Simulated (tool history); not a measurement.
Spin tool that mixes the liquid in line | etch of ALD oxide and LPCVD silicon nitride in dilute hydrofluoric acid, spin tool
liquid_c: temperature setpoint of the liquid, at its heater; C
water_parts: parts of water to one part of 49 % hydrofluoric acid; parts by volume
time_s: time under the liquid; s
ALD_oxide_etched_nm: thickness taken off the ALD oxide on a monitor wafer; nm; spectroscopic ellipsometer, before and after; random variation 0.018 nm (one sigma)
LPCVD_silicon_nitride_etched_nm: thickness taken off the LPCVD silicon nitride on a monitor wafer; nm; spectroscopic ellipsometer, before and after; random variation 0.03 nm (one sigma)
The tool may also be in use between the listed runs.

run  hour  liquid_c  water_parts  time_s  ALD_oxide_etched_nm  LPCVD_silicon_nitride_etched_nm
  1     0        20          295     180               4.9047                          0.24158
  2   2.3        19          310     180               4.4097                          0.18302
  3   2.8        19          385     180               3.3423                          0.20504
  4  10.2        19          455     180               2.6539                          0.14065
  5  12.6      21.5          455     180               2.8988                          0.17182
  6  14.4      21.5          505     180               2.5146                          0.13444
  7  21.4      23.5          500     180               2.7347                          0.17604
  8  28.7      24.5          490     180               2.8838                           0.2351
  9  34.1        25          475     180               3.0915                          0.29913
 10  37.8      24.5          460     180               3.1658                          0.29716
 11  44.9        24          445     180               3.2523                          0.21383

The next listed run, before its measurement:
 12  51.4      24.5          440     180                    ?                                ?

{"run 12": {"ALD_oxide_etched_nm": 3.3667, "LPCVD_silicon_nitride_etched_nm": 0.25548}}
